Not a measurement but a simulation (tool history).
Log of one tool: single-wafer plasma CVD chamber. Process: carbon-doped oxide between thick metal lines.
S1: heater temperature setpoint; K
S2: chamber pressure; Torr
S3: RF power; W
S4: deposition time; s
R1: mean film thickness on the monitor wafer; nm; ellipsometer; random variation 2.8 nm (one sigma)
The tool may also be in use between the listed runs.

run 1 hour=0 | S1=603.15 S2=3.97 S3=590 S4=205 | R1=1171.1
run 2 hour=6.7 | S1=603.15 S2=4.62 S3=590 S4=205 | R1=1186.1
run 3 hour=9.7 | S1=605.15 S2=4.54 S3=565 S4=204 | R1=1145.6
run 4 hour=16.3 | S1=605.15 S2=4.54 S3=565 S4=205 | R1=1158.4
run 5 hour=18.8 | S1=606.15 S2=4.46 S3=540 S4=204 | R1=1119.4
run 6 hour=22.9 | S1=607.15 S2=4.39 S3=525 S4=204 | R1=1100.7

Run 7 comes next. What will it give?
run 7 hour=30.2 | S1=608.15 S2=4.33 S3=515 S4=204 | R1=?

R1: 1086.5 nm

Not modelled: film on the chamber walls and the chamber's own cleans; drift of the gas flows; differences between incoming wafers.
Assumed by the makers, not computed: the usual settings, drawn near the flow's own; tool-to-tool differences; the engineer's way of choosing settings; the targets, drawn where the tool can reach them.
